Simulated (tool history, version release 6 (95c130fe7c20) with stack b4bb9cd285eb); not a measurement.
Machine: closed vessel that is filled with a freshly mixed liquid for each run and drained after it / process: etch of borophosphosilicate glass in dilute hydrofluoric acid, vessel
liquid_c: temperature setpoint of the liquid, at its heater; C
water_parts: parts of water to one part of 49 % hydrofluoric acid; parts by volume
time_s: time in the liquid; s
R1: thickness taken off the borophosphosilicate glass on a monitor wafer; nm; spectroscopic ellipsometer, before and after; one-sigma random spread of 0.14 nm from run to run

Run 1, day 0.000: liquid_c 24.0 C, water_parts 255 parts by volume, time_s 75 s. Result: R1 14.207 nm.
Run 2, day 0.162: liquid_c 26.0 C, water_parts 220 parts by volume, time_s 75 s. Result: R1 18.373 nm.
Run 3, day 0.546: liquid_c 27.5 C, water_parts 200 parts by volume, time_s 75 s. Result: R1 21.723 nm.
Run 4, day 0.688: liquid_c 28.5 C, water_parts 185 parts by volume, time_s 75 s. Result: R1 24.748 nm.
At day 0.983: thermometer replaced.
Run 5, day 0.983: liquid_c 28.5 C, water_parts 185 parts by volume, time_s 75 s. Result: R1 26.373 nm.
Run 6, day 1.300: liquid_c 29.5 C, water_parts 185 parts by volume, time_s 75 s. Result: R1 27.400 nm.

Estimate the outcome of run 7 from the log above:
Run 7, day 1.629: liquid_c 30.0 C, water_parts 185 parts by volume, time_s 75 s. Result: R1 ?.

Run 7 came out at R1 27.892 nm.
